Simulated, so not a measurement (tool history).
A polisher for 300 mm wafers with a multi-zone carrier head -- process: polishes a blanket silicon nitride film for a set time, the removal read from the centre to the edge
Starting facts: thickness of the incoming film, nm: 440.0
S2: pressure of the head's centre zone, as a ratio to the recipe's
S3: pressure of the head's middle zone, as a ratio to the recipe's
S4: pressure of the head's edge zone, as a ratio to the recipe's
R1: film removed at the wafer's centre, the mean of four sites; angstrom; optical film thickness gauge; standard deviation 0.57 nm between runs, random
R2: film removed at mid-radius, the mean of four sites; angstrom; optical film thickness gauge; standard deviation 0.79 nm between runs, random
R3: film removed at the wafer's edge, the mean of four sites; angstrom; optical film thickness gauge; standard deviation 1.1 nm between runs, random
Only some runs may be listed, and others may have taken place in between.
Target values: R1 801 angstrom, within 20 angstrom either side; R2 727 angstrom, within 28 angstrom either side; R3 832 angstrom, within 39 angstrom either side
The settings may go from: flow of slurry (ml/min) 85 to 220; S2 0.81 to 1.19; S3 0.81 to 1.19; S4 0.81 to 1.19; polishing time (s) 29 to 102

run 1 hour=0 | flow_of_slurry_(ml/min)=140 S2=1 S3=1 S4=1 polishing_time_(s)=65 | R1=1012.2 R2=1030.4 R3=1008.8
run 2 hour=4.2 | flow_of_slurry_(ml/min)=140 S2=1 S3=1 S4=1.08 polishing_time_(s)=65 | R1=1010.5 R2=1021.8 R3=1055.7
run 3 hour=9.1 | flow_of_slurry_(ml/min)=130 S2=0.99 S3=0.96 S4=1.06 polishing_time_(s)=63 | R1=938.53 R2=959.8 R3=986.92
run 4 hour=17.7 | flow_of_slurry_(ml/min)=125 S2=1 S3=0.92 S4=1.07 polishing_time_(s)=60 | R1=899.06 R2=861.27 R3=937.07
run 5 hour=23.5 | flow_of_slurry_(ml/min)=120 S2=1 S3=0.89 S4=1.06 polishing_time_(s)=59 | R1=864.28 R2=808.78 R3=912.61
run 6 hour=25.4 | flow_of_slurry_(ml/min)=120 S2=1 S3=0.93 S4=1.06 polishing_time_(s)=59 | R1=870.99 R2=841.79 R3=918.43
run 7 hour=28.3 | flow_of_slurry_(ml/min)=115 S2=1 S3=0.91 S4=1.04 polishing_time_(s)=59 | R1=856.38 R2=820.47 R3=892.08
run 8 hour=30.4 | flow_of_slurry_(ml/min)=110 S2=1 S3=0.89 S4=1.03 polishing_time_(s)=59 | R1=842.07 R2=802.47 R3=897.02
run 9 hour=31.6 | flow_of_slurry_(ml/min)=105 S2=1.01 S3=0.88 S4=1.01 polishing_time_(s)=58 | R1=833.74 R2=758.05 R3=865.33

Exercise: of the 5 proposed moves below, exactly one satisfies all targets within the stated allowed misses. Which move is it?
run A hour=32.8 | flow_of_slurry_(ml/min)=120 S2=0.97 S3=0.84 S4=0.88 polishing_time_(s)=63 | R1=? R2=? R3=?
run B hour=32.8 | flow_of_slurry_(ml/min)=100 S2=1.02 S3=0.87 S4=1.02 polishing_time_(s)=56 | R1=? R2=? R3=?
run C hour=32.8 | flow_of_slurry_(ml/min)=120 S2=0.95 S3=0.86 S4=1.04 polishing_time_(s)=54 | R1=? R2=? R3=?
run D hour=32.8 | flow_of_slurry_(ml/min)=110 S2=1.11 S3=0.9 S4=1 polishing_time_(s)=51 | R1=? R2=? R3=?
run E hour=32.8 | flow_of_slurry_(ml/min)=195 S2=1.06 S3=1.07 S4=0.95 polishing_time_(s)=46 | R1=? R2=? R3=?

move=A R1=907.09 R2=827.05 R3=918.76
move=B R1=796.86 R2=715.89 R3=843.14
move=C R1=761.45 R2=722.36 R3=851.99
move=D R1=818.16 R2=690.18 R3=775.79
move=E R1=811.76 R2=813.14 R3=744.15
A: moves away from the targets compared with the last run
B: hits every target within its allowed miss
C: pushes the last run's worst result past its target
D: corrects the largest miss of the last run, while another result sits out of spec
E: corrects the largest miss of the last run, while another result sits out of spec
B is the move that brings every result within its allowed miss.
